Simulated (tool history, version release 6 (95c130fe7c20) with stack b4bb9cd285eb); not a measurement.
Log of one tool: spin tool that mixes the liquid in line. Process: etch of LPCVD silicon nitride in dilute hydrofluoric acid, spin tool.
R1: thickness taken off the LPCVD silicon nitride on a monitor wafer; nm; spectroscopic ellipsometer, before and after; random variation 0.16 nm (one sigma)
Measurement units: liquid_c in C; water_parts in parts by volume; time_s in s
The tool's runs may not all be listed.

Run 1, hour 0: liquid_c 23 C, water_parts 85 parts by volume, time_s 280 s. Result: R1 1.4799 nm.
Run 2, hour 2.3: liquid_c 25 C, water_parts 65 parts by volume, time_s 285 s. Result: R1 2.29 nm.
Run 3, hour 5.5: liquid_c 25 C, water_parts 50 parts by volume, time_s 285 s. Result: R1 2.914 nm.
Run 4, hour 6.7: liquid_c 26 C, water_parts 40 parts by volume, time_s 285 s. Result: R1 4.0243 nm.
Run 5, hour 8.1: liquid_c 27 C, water_parts 40 parts by volume, time_s 285 s. Result: R1 4.0647 nm.
Run 6, hour 12.4: liquid_c 28 C, water_parts 40 parts by volume, time_s 285 s. Result: R1 4.7624 nm.
Run 7, hour 17.1: liquid_c 28 C, water_parts 40 parts by volume, time_s 285 s. Result: R1 4.3857 nm.
Run 8, hour 18.6: liquid_c 28 C, water_parts 40 parts by volume, time_s 285 s. Result: R1 4.5083 nm.

Estimate the outcome of run 9 from the log above:
Run 9, hour 21: liquid_c 28.5 C, water_parts 40 parts by volume, time_s 285 s. Result: R1 ?.

R1: 4.4251 nm
